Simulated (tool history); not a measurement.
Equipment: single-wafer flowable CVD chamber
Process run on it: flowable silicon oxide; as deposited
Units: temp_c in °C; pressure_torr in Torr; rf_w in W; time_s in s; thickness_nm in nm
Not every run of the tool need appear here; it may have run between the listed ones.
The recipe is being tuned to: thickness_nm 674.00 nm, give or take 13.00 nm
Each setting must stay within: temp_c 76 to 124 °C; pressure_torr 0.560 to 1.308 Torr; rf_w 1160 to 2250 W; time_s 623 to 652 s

Run 1, day 0.000: temp_c 100 °C, pressure_torr 0.934 Torr, rf_w 1705 W, time_s 652 s. Result: thickness_nm 464.80 nm.
Run 2, day 0.250: temp_c 99 °C, pressure_torr 0.934 Torr, rf_w 1705 W, time_s 652 s. Result: thickness_nm 480.33 nm.
Run 3, day 0.492: temp_c 99 °C, pressure_torr 0.804 Torr, rf_w 1705 W, time_s 652 s. Result: thickness_nm 420.19 nm.
Run 4, day 0.662: temp_c 99 °C, pressure_torr 0.804 Torr, rf_w 1705 W, time_s 652 s. Result: thickness_nm 419.34 nm.
Run 5, day 0.958: temp_c 97 °C, pressure_torr 0.804 Torr, rf_w 1705 W, time_s 652 s. Result: thickness_nm 443.48 nm.
Run 6, day 1.300: temp_c 105 °C, pressure_torr 0.804 Torr, rf_w 1705 W, time_s 652 s. Result: thickness_nm 350.95 nm.
Run 7, day 1.421: temp_c 102 °C, pressure_torr 0.805 Torr, rf_w 1705 W, time_s 652 s. Result: thickness_nm 384.13 nm.
Run 8, day 1.792: temp_c 100 °C, pressure_torr 0.806 Torr, rf_w 1705 W, time_s 652 s. Result: thickness_nm 408.00 nm.
Run 9, day 2.033: temp_c 98 °C, pressure_torr 0.806 Torr, rf_w 1705 W, time_s 652 s. Result: thickness_nm 434.00 nm.
Run 10, day 2.379: temp_c 96 °C, pressure_torr 0.806 Torr, rf_w 1705 W, time_s 652 s. Result: thickness_nm 456.59 nm.
Run 11, day 2.683: temp_c 94 °C, pressure_torr 0.806 Torr, rf_w 1705 W, time_s 652 s. Result: thickness_nm 484.28 nm.
At day 2.842: RF generator calibrated.
Run 12, day 2.842: temp_c 93 °C, pressure_torr 0.806 Torr, rf_w 1705 W, time_s 652 s. Result: thickness_nm 507.62 nm.

Consider the 4 candidate settings below. Which is the only one whose results all fall within their allowed miss of target?
Run A, day 3.000: temp_c 85 °C, pressure_torr 0.887 Torr, rf_w 1750 W, time_s 652 s. Result: thickness_nm ?.
Run B, day 3.000: temp_c 87 °C, pressure_torr 0.903 Torr, rf_w 2020 W, time_s 652 s. Result: thickness_nm ?.
Run C, day 3.000: temp_c 84 °C, pressure_torr 0.827 Torr, rf_w 1710 W, time_s 652 s. Result: thickness_nm ?.
Run D, day 3.000: temp_c 101 °C, pressure_torr 0.724 Torr, rf_w 1545 W, time_s 623 s. Result: thickness_nm ?.

move  thickness_nm
   A        700.19
   B        703.80
   C        669.72
   D        337.19
A: moves the result that the last run missed by most past its target, out the other side
B: moves the result that the last run missed by most past its target, out the other side
C: all results in spec
D: further off than the last run
Answer: C
